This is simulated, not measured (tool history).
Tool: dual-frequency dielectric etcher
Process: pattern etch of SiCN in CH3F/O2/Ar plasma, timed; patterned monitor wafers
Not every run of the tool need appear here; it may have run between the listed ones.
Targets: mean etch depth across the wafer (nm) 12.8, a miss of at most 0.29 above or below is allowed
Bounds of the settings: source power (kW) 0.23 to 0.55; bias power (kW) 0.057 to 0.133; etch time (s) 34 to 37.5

run,day,source power (kW),bias power (kW),etch time (s),mean etch depth across the wafer (nm)
1,0,0.39,0.095,37.5,15.015
2,0.104,0.35,0.092,37.5,14.245
3,0.429,0.35,0.092,37.5,14.129
4,0.5,0.29,0.092,37.5,13.613
5,0.779,0.29,0.092,37.5,13.573
6,0.975,0.29,0.108,37.5,14.707
7,1.117,0.28,0.102,37,13.952
8,1.188,0.27,0.099,37,13.632
9,1.275,0.26,0.097,37,13.297
10,1.608,0.25,0.096,37,13.135

Which of these 4 next moves meets every target?
A,1.942,0.23,0.103,35.5,?
B,1.942,0.26,0.112,35,?
C,1.942,0.26,0.098,37,?
D,1.942,0.24,0.096,35,?

move,mean etch depth across the wafer (nm)
A,12.816
B,13.636
C,13.406
D,12.285
A: each result inside its tolerance
B: the biggest miss grows against the last run
C: the biggest miss grows against the last run
D: takes the result that was furthest off past its target
The right move is A.

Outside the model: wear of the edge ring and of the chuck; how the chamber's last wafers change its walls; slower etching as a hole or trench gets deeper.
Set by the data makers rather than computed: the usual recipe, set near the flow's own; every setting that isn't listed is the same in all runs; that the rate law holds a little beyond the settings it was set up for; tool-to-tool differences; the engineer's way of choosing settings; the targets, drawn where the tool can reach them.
